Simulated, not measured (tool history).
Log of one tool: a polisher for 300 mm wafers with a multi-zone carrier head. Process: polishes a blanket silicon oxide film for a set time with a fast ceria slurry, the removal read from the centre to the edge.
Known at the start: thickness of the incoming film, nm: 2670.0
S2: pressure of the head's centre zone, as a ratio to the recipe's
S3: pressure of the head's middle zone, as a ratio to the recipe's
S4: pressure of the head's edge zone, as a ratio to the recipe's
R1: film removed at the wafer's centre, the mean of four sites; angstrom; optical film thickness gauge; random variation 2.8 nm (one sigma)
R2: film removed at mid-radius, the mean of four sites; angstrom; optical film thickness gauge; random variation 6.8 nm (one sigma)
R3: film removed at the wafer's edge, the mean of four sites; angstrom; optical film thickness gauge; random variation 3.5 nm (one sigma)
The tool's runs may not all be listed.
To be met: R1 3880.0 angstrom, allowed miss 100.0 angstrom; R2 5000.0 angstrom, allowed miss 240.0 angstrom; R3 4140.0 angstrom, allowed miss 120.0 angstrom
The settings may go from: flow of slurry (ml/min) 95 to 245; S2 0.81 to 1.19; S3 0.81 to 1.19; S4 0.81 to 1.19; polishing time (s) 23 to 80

{"run": 1, "hour": 0.0, "flow of slurry (ml/min)": 155, "S2": 1.0, "S3": 1.0, "S4": 1.0, "polishing time (s)": 51, "R1": 8426.8, "R2": 8208.9, "R3": 8562.1}
{"run": 2, "hour": 6.3, "flow of slurry (ml/min)": 155, "S2": 1.0, "S3": 0.95, "S4": 1.0, "polishing time (s)": 51, "R1": 8284.7, "R2": 7841.8, "R3": 8541.0}
{"run": 3, "hour": 10.8, "flow of slurry (ml/min)": 140, "S2": 0.96, "S3": 1.0, "S4": 0.95, "polishing time (s)": 44, "R1": 6636.8, "R2": 7024.9, "R3": 7001.4}
{"run": 4, "hour": 11.6, "flow of slurry (ml/min)": 135, "S2": 0.94, "S3": 1.02, "S4": 0.92, "polishing time (s)": 39, "R1": 5765.0, "R2": 6196.1, "R3": 6170.0}
{"run": 5, "hour": 17.5, "flow of slurry (ml/min)": 170, "S2": 0.94, "S3": 1.02, "S4": 0.92, "polishing time (s)": 39, "R1": 6125.4, "R2": 6420.1, "R3": 6369.0}
{"run": 6, "hour": 22.4, "flow of slurry (ml/min)": 145, "S2": 0.94, "S3": 1.02, "S4": 0.92, "polishing time (s)": 39, "R1": 5846.6, "R2": 6399.7, "R3": 6210.4}
{"run": 7, "hour": 24.2, "flow of slurry (ml/min)": 105, "S2": 0.9, "S3": 1.12, "S4": 0.82, "polishing time (s)": 25, "R1": 3252.0, "R2": 4062.2, "R3": 3550.9}
{"hour": 31.0, "done": "edge zone pressure recalibrated"}
{"run": 8, "hour": 31.0, "flow of slurry (ml/min)": 125, "S2": 0.9, "S3": 1.13, "S4": 0.83, "polishing time (s)": 25, "R1": 3431.3, "R2": 4189.7, "R3": 3501.2}

Which of these 5 next moves meets every target?
{"run": "A", "hour": 37.8, "flow of slurry (ml/min)": 105, "S2": 0.95, "S3": 1.13, "S4": 0.83, "polishing time (s)": 28, "R1": "?", "R2": "?", "R3": "?"}
{"run": "B", "hour": 37.8, "flow of slurry (ml/min)": 125, "S2": 0.87, "S3": 1.13, "S4": 0.86, "polishing time (s)": 27, "R1": "?", "R2": "?", "R3": "?"}
{"run": "C", "hour": 37.8, "flow of slurry (ml/min)": 170, "S2": 0.89, "S3": 1.19, "S4": 0.83, "polishing time (s)": 26, "R1": "?", "R2": "?", "R3": "?"}
{"run": "D", "hour": 37.8, "flow of slurry (ml/min)": 105, "S2": 0.9, "S3": 1.18, "S4": 0.86, "polishing time (s)": 30, "R1": "?", "R2": "?", "R3": "?"}
{"run": "E", "hour": 37.8, "flow of slurry (ml/min)": 125, "S2": 0.96, "S3": 1.07, "S4": 0.81, "polishing time (s)": 27, "R1": "?", "R2": "?", "R3": "?"}

move=A R1=3869.1 R2=4387.3 R3=3816.9
move=B R1=3618.1 R2=4452.2 R3=3866.2
move=C R1=3848.2 R2=4795.1 R3=3847.4
move=D R1=3926.9 R2=4880.6 R3=4146.0
move=E R1=3994.0 R2=4247.2 R3=3777.2
A: nearer than the last run, and not there yet
B: nearer than the last run, and not there yet
C: nearer than the last run, and not there yet
D: meets every target
E: nearer than the last run, and not there yet
Move D is the one to make.
